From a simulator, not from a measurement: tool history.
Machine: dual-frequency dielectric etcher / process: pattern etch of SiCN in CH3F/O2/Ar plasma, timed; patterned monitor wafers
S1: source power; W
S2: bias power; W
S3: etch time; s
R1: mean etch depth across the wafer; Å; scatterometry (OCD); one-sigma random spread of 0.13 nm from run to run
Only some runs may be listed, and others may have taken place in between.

run,day,S1,S2,S3,R1
1,0,370,104,42.5,169.94
2,0.254,410,104,42.5,174.18
3,0.408,370,104,42.5,167.48
4,0.6,370,97,42.5,161.2
5,0.625,380,100,42.5,167.52
6,0.671,320,100,42.5,156.55
7,1.033,340,102,42.5,161.65

Run 8 comes next. What will it give?
8,1.246,360,104,42.5,?

R1: 166.02 Å

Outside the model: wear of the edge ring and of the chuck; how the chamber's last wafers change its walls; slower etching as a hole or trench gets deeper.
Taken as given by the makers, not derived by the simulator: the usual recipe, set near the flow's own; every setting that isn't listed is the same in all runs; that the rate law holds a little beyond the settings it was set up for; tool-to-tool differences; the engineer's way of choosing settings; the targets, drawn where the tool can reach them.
